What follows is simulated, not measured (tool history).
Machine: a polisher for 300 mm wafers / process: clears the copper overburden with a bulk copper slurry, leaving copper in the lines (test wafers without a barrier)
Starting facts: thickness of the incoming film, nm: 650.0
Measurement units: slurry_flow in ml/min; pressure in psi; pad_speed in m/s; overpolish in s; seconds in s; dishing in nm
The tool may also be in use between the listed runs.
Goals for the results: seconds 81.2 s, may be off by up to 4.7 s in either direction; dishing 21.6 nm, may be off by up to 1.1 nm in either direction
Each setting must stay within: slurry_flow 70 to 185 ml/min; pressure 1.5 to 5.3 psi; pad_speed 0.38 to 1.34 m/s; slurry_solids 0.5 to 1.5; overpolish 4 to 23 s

run 1 hour=0 | slurry_flow=120 pressure=3.4 pad_speed=0.86 slurry_solids=1 overpolish=12 | seconds=61.904 dishing=51.511
run 2 hour=4.1 | slurry_flow=95 pressure=3.4 pad_speed=0.86 slurry_solids=1 overpolish=12 | seconds=64.538 dishing=52.595
run 3 hour=10.9 | slurry_flow=95 pressure=3.4 pad_speed=0.86 slurry_solids=1 overpolish=16 | seconds=64.783 dishing=57.563
run 4 hour=16 | slurry_flow=95 pressure=3.8 pad_speed=0.86 slurry_solids=1 overpolish=16 | seconds=59.71 dishing=59.861
run 5 hour=21.7 | slurry_flow=95 pressure=3.8 pad_speed=0.86 slurry_solids=1.1 overpolish=16 | seconds=56.291 dishing=59.847
run 6 hour=24 | slurry_flow=95 pressure=3.5 pad_speed=0.86 slurry_solids=1.1 overpolish=16 | seconds=61.562 dishing=59.351
run 7 hour=29.9 | slurry_flow=110 pressure=3.6 pad_speed=0.78 slurry_solids=1 overpolish=14 | seconds=64.751 dishing=55.407
run 8 hour=36 | slurry_flow=125 pressure=3.2 pad_speed=0.76 slurry_solids=1.1 overpolish=12 | seconds=69.741 dishing=49.519
run 9 hour=41.7 | slurry_flow=135 pressure=2.9 pad_speed=0.74 slurry_solids=1.15 overpolish=11 | seconds=76.29 dishing=44.188
-- hour=43.3 slurry blender recalibrated
run 10 hour=43.3 | slurry_flow=165 pressure=1.9 pad_speed=0.84 slurry_solids=1.4 overpolish=5 | seconds=90.701 dishing=22.74

Consider the 4 candidate settings below. Which is the only one whose results all fall within their allowed miss of target?
run A hour=44.9 | slurry_flow=80 pressure=1.8 pad_speed=0.94 slurry_solids=1.45 overpolish=5 | seconds=? dishing=?
run B hour=44.9 | slurry_flow=170 pressure=2.1 pad_speed=0.9 slurry_solids=1.35 overpolish=4 | seconds=? dishing=?
run C hour=44.9 | slurry_flow=150 pressure=1.5 pad_speed=0.92 slurry_solids=1.35 overpolish=6 | seconds=? dishing=?
run D hour=44.9 | slurry_flow=180 pressure=1.6 pad_speed=0.86 slurry_solids=1.4 overpolish=6 | seconds=? dishing=?

move=A seconds=98.971 dishing=21.353
move=B seconds=78.067 dishing=21.731
move=C seconds=107.36 dishing=22.894
move=D seconds=102.98 dishing=23.712
A: lands further from the targets than the last run did
B: each result inside its tolerance
C: lands further from the targets than the last run did
D: lands further from the targets than the last run did
The right move is B.
